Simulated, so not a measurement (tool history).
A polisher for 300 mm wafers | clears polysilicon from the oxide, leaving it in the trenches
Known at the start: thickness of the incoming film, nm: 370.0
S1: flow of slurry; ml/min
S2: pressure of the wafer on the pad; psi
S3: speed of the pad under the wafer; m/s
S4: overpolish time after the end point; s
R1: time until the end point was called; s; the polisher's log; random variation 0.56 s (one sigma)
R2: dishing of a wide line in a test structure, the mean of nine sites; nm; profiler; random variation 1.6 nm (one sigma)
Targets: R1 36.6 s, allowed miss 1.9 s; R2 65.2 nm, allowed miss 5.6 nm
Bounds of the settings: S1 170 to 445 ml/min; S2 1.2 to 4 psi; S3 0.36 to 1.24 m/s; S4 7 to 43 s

run	hour	S1	S2	S3	S4	R1	R2
1	0	285	2.6	0.8	22	29.25	65.739
2	4.9	285	2.3	0.8	22	32.486	64.279
3	13.5	285	2.3	0.8	23	32.624	64.663
4	21.4	285	2.3	0.64	23	40.624	61.087
5	29	285	2.3	0.64	19	39.261	61.376
6	37.5	215	2.3	0.64	19	40.82	60.91
7	39.6	215	2.3	0.64	20	40.9	57.008
8	40.7	230	2.3	0.64	20	41.389	61.201
9	41.9	235	2.3	0.64	21	40.463	60.704
10	49.8	235	2.3	0.64	21	41.122	61.308

Which of these 5 next moves meets every target?
A	57.7	225	2.2	0.68	38	?	?
B	57.7	205	2.2	0.54	24	?	?
C	57.7	235	2.5	0.56	43	?	?
D	57.7	395	1.7	0.76	36	?	?
E	57.7	245	2.3	0.72	31	?	?

move	R1	R2
A	40.679	65.851
B	50.753	60.074
C	42.843	66.043
D	44.984	65.233
E	36.671	65.488
A: nearer than the last run, and not there yet
B: further off than the last run
C: further off than the last run
D: further off than the last run
E: meets every target
The right move is E.
